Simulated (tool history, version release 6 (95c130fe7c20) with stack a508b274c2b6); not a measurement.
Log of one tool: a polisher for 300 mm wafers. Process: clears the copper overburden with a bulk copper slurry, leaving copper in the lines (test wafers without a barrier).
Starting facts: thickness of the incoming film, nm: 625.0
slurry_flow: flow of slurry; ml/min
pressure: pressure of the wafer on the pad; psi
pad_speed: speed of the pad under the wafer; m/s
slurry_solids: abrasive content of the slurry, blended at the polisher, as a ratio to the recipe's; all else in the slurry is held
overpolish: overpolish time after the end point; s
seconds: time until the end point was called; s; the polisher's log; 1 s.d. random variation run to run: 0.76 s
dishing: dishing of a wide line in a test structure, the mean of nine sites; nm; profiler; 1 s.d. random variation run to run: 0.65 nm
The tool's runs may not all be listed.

Run 1, day 0: slurry_flow 175 ml/min, pressure 1.7 psi, pad_speed 1.04 m/s, slurry_solids 1, overpolish 13 s. Result: seconds 94.706 s, dishing 54.397 nm.
Run 2, day 0.262: slurry_flow 180 ml/min, pressure 1.7 psi, pad_speed 1.2 m/s, slurry_solids 1, overpolish 10 s. Result: seconds 85.42 s, dishing 47.689 nm.
Run 3, day 0.504: slurry_flow 205 ml/min, pressure 1.7 psi, pad_speed 1.32 m/s, slurry_solids 1.15, overpolish 8 s. Result: seconds 73.668 s, dishing 44.253 nm.
Run 4, day 0.546: slurry_flow 240 ml/min, pressure 1.7 psi, pad_speed 1.32 m/s, slurry_solids 1.15, overpolish 8 s. Result: seconds 73.592 s, dishing 46.723 nm.
Run 5, day 0.912: slurry_flow 200 ml/min, pressure 1.7 psi, pad_speed 1.42 m/s, slurry_solids 1.25, overpolish 7 s. Result: seconds 67.043 s, dishing 42.961 nm.
Run 6, day 1.171: slurry_flow 245 ml/min, pressure 1.7 psi, pad_speed 1.42 m/s, slurry_solids 1.25, overpolish 7 s. Result: seconds 64.582 s, dishing 43.608 nm.
Run 7, day 1.217: slurry_flow 250 ml/min, pressure 1.7 psi, pad_speed 1.48 m/s, slurry_solids 1.35, overpolish 6 s. Result: seconds 61.756 s, dishing 39.781 nm.
Run 8, day 1.288: slurry_flow 255 ml/min, pressure 1.7 psi, pad_speed 1.52 m/s, slurry_solids 1.4, overpolish 5 s. Result: seconds 59.619 s, dishing 35.233 nm.
Run 9, day 1.6: slurry_flow 255 ml/min, pressure 1.7 psi, pad_speed 1.54 m/s, slurry_solids 1.45, overpolish 5 s. Result: seconds 59.351 s, dishing 37.202 nm.

Expected results for the next run?
Run 10, day 1.829: slurry_flow 260 ml/min, pressure 1.7 psi, pad_speed 1.56 m/s, slurry_solids 1.45, overpolish 5 s. Result: seconds ?, dishing ?.

{"run 10": {"seconds": 58.209, "dishing": 35.633}}
